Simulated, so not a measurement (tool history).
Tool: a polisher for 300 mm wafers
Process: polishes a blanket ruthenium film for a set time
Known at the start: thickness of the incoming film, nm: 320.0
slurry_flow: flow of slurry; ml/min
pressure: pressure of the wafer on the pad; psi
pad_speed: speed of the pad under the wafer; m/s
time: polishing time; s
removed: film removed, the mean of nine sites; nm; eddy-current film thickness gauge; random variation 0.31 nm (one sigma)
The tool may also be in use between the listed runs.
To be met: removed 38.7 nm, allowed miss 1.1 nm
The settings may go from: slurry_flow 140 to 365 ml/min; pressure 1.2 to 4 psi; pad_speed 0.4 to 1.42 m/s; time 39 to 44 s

Run 1, hour 0: slurry_flow 235 ml/min, pressure 2.6 psi, pad_speed 0.9 m/s, time 44 s. Result: removed 53.667 nm.
Run 2, hour 0.7: slurry_flow 180 ml/min, pressure 2.6 psi, pad_speed 0.9 m/s, time 44 s. Result: removed 52.104 nm.
Run 3, hour 5.3: slurry_flow 180 ml/min, pressure 2.6 psi, pad_speed 1.1 m/s, time 44 s. Result: removed 63.568 nm.
Run 4, hour 8.9: slurry_flow 180 ml/min, pressure 2.4 psi, pad_speed 1.1 m/s, time 44 s. Result: removed 58.392 nm.
Run 5, hour 9.6: slurry_flow 180 ml/min, pressure 2.2 psi, pad_speed 1.1 m/s, time 44 s. Result: removed 54.083 nm.
Run 6, hour 11: slurry_flow 155 ml/min, pressure 2.2 psi, pad_speed 1.1 m/s, time 44 s. Result: removed 53.237 nm.
Run 7, hour 13.1: slurry_flow 155 ml/min, pressure 2.1 psi, pad_speed 1.1 m/s, time 44 s. Result: removed 50.706 nm.
Run 8, hour 21.8: slurry_flow 155 ml/min, pressure 2 psi, pad_speed 1.1 m/s, time 44 s. Result: removed 48.228 nm.
Run 9, hour 28.7: slurry_flow 155 ml/min, pressure 1.4 psi, pad_speed 1.1 m/s, time 44 s. Result: removed 34.391 nm.
Run 10, hour 35: slurry_flow 155 ml/min, pressure 1.5 psi, pad_speed 1.1 m/s, time 44 s. Result: removed 36.838 nm.

Which of these 4 next moves meets every target?
Run A, hour 41.3: slurry_flow 140 ml/min, pressure 1.2 psi, pad_speed 1.4 m/s, time 42 s. Result: removed ?.
Run B, hour 41.3: slurry_flow 185 ml/min, pressure 2.2 psi, pad_speed 0.8 m/s, time 43 s. Result: removed ?.
Run C, hour 41.3: slurry_flow 140 ml/min, pressure 1.6 psi, pad_speed 1.18 m/s, time 44 s. Result: removed ?.
Run D, hour 41.3: slurry_flow 180 ml/min, pressure 1.6 psi, pad_speed 1.28 m/s, time 39 s. Result: removed ?.

move  removed
   A    35.68
   B   38.846
   C   41.497
   D   40.903
A: further off than the last run
B: meets every target
C: takes the result that was furthest off past its target
D: takes the result that was furthest off past its target
Move B is the one to make.

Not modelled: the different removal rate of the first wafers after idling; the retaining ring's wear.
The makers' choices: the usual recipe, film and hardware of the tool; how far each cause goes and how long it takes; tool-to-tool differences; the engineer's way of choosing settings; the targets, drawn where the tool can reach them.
